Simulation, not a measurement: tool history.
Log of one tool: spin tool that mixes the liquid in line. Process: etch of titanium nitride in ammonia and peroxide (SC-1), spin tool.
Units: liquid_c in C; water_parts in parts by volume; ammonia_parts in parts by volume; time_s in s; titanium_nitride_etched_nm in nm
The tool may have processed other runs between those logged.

Run 1, hour 0: liquid_c 62 C, water_parts 19 parts by volume, ammonia_parts 0.6 parts by volume, time_s 25 s. Result: titanium_nitride_etched_nm 2.4582 nm.
Run 2, hour 0.7: liquid_c 64 C, water_parts 15 parts by volume, ammonia_parts 0.65 parts by volume, time_s 25 s. Result: titanium_nitride_etched_nm 3.2912 nm.
Run 3, hour 5.9: liquid_c 64 C, water_parts 10.5 parts by volume, ammonia_parts 0.65 parts by volume, time_s 25 s. Result: titanium_nitride_etched_nm 3.8971 nm.
Run 4, hour 12.9: liquid_c 65.5 C, water_parts 9.5 parts by volume, ammonia_parts 0.65 parts by volume, time_s 25 s. Result: titanium_nitride_etched_nm 4.5404 nm.
Run 5, hour 17.7: liquid_c 66.5 C, water_parts 9 parts by volume, ammonia_parts 0.65 parts by volume, time_s 25 s. Result: titanium_nitride_etched_nm 4.996 nm.
Run 6, hour 20.6: liquid_c 66.5 C, water_parts 12 parts by volume, ammonia_parts 0.65 parts by volume, time_s 25 s. Result: titanium_nitride_etched_nm 4.2832 nm.
Run 7, hour 23.2: liquid_c 67.5 C, water_parts 10.5 parts by volume, ammonia_parts 0.65 parts by volume, time_s 25 s. Result: titanium_nitride_etched_nm 4.943 nm.

For run 8, what comes out?
Run 8, hour 32: liquid_c 68 C, water_parts 10 parts by volume, ammonia_parts 0.65 parts by volume, time_s 25 s. Result: titanium_nitride_etched_nm ?.

titanium_nitride_etched_nm: 5.1295 nm

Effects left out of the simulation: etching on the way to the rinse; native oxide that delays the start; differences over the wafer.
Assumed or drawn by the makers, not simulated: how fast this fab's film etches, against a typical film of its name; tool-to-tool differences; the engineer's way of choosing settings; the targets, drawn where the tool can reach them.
